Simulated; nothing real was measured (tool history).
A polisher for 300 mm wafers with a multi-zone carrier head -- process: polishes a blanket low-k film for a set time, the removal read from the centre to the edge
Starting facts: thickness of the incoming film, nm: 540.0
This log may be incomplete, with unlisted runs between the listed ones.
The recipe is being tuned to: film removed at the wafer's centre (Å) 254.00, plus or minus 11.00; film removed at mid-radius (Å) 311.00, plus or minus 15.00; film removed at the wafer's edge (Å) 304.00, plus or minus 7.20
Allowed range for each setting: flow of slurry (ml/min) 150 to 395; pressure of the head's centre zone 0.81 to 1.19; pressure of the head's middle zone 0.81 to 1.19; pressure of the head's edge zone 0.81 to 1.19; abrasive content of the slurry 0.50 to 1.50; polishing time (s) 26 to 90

run  hour  flow of slurry (ml/min)  pressure of the head's centre zone  pressure of the head's middle zone  pressure of the head's edge zone  abrasive content of the slurry  polishing time (s)  film removed at the wafer's centre (Å)  film removed at mid-radius (Å)  film removed at the wafer's edge (Å)
  1   0.0                      250                                1.00                                1.00                              1.00                            1.00                  58                                  369.84                          363.52                                372.93
  2   7.4                      250                                1.00                                1.00                              0.97                            1.00                  58                                  374.33                          365.27                                362.53
  3  10.4                      250                                1.00                                1.00                              0.97                            1.00                  47                                  301.14                          290.76                                298.33
  4  17.9                      250                                1.00                                1.00                              0.97                            0.90                  47                                  293.13                          287.41                                286.59
  5  22.4                      250                                1.00                                1.00                              0.97                            0.90                  36                                  221.36                          220.54                                221.21
  6  29.9                      260                                0.98                                1.05                              1.02                            1.05                  36                                  225.25                          241.54                                237.99
  7  34.7                      265                                0.97                                1.07                              1.05                            1.20                  37                                  241.51                          254.44                                254.41
  8  36.8                      265                                0.94                                1.10                              1.07                            1.30                  39                                  250.86                          285.46                                279.85
  9  44.2                      265                                0.93                                1.11                              1.08                            1.35                  39                                  250.78                          291.29                                285.32
 10  49.3                      265                                0.92                                1.12                              1.09                            1.40                  39                                  255.41                          294.05                                290.40
 11  57.5                      265                                0.92                                1.12                              1.09                            1.40                  39                                  258.48                          299.36                                284.69

Exactly one of the 5 candidate moves below puts every result within its allowed miss. Which one?
  A  65.7                      255                                0.92                                1.17                              1.08                            1.45                  44                                       ?                               ?                                     ?
  B  65.7                      255                                0.95                                1.12                              1.02                            1.50                  36                                       ?                               ?                                     ?
  C  65.7                      260                                0.94                                1.16                              1.13                            1.45                  43                                       ?                               ?                                     ?
  D  65.7                      335                                0.95                                0.96                              1.19                            1.25                  40                                       ?                               ?                                     ?
  E  65.7                      225                                0.85                                1.08                              1.02                            1.45                  43                                       ?                               ?                                     ?

move  film removed at the wafer's centre (Å)  film removed at mid-radius (Å)  film removed at the wafer's edge (Å)
   A                                  284.84                          344.84                                319.00
   B                                  242.88                          274.25                                256.27
   C                                  285.08                          335.13                                319.51
   D                                  263.64                          260.68                                299.09
   E                                  252.94                          310.46                                300.30
A: the result that was furthest off in the last run now lies on the other side of its target
B: moves away from the targets compared with the last run
C: the result that was furthest off in the last run now lies on the other side of its target
D: meets the target for the result that was furthest off, but another lies outside its allowed miss
E: every result within its allowed miss
E meets every target.
